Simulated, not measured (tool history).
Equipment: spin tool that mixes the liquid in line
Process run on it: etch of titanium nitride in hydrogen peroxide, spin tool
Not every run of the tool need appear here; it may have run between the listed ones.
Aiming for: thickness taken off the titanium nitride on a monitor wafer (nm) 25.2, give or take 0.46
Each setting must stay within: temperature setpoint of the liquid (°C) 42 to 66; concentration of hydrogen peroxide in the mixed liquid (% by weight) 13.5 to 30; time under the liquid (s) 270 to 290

run,hour,temperature setpoint of the liquid (°C),concentration of hydrogen peroxide in the mixed liquid (% by weight),time under the liquid (s),thickness taken off the titanium nitride on a monitor wafer (nm)
1,0,58,25.5,270,16.438
2,2.4,52,25.5,270,10.768
3,9.8,55,25.5,270,13.265
4,17.8,57,25.5,270,15.342
5,25.4,57,25.5,290,16.395
6,29.8,58.5,25.5,290,18.217
7,31.1,59.5,25.5,290,19.42
8,37.6,64,25.5,290,26.319

Which of these 5 next moves meets every target?
A,44.1,64.5,30,280,?
B,44.1,63.5,29,270,?
C,44.1,66,27,270,?
D,44.1,63.5,23.5,290,?
E,44.1,65,20.5,290,?

move,thickness taken off the titanium nitride on a monitor wafer (nm)
A,27.423
B,24.56
C,28.518
D,25.192
E,27.016
A: further off than the last run
B: the result that was furthest off in the last run now lies on the other side of its target
C: further off than the last run
D: in spec on every target
E: further off than the last run
Answer: D

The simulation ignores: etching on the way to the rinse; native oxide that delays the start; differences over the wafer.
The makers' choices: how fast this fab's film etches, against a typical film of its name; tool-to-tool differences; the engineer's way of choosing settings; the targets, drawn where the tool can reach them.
